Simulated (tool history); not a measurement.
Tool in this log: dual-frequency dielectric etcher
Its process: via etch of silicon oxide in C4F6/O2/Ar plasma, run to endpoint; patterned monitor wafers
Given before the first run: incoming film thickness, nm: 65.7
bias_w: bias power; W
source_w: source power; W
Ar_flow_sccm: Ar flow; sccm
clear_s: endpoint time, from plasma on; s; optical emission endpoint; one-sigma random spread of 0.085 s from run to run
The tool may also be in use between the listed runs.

{"run": 1, "day": 0.0, "bias_w": 456, "source_w": 450, "Ar_flow_sccm": 216, "clear_s": 12.806}
{"run": 2, "day": 0.312, "bias_w": 456, "source_w": 450, "Ar_flow_sccm": 241, "clear_s": 13.069}
{"run": 3, "day": 0.533, "bias_w": 456, "source_w": 450, "Ar_flow_sccm": 228, "clear_s": 12.938}
{"run": 4, "day": 0.608, "bias_w": 509, "source_w": 450, "Ar_flow_sccm": 228, "clear_s": 12.326}
{"run": 5, "day": 0.983, "bias_w": 477, "source_w": 440, "Ar_flow_sccm": 229, "clear_s": 12.928}
{"run": 6, "day": 1.021, "bias_w": 454, "source_w": 440, "Ar_flow_sccm": 229, "clear_s": 13.239}
{"run": 7, "day": 1.379, "bias_w": 439, "source_w": 440, "Ar_flow_sccm": 229, "clear_s": 13.311}
{"run": 8, "day": 1.417, "bias_w": 424, "source_w": 440, "Ar_flow_sccm": 229, "clear_s": 13.304}

Run 9, settings as shown, results not yet in. Your forecast:
{"run": 9, "day": 1.712, "bias_w": 406, "source_w": 430, "Ar_flow_sccm": 230, "clear_s": "?"}

{"run 9": {"clear_s": 13.666}}

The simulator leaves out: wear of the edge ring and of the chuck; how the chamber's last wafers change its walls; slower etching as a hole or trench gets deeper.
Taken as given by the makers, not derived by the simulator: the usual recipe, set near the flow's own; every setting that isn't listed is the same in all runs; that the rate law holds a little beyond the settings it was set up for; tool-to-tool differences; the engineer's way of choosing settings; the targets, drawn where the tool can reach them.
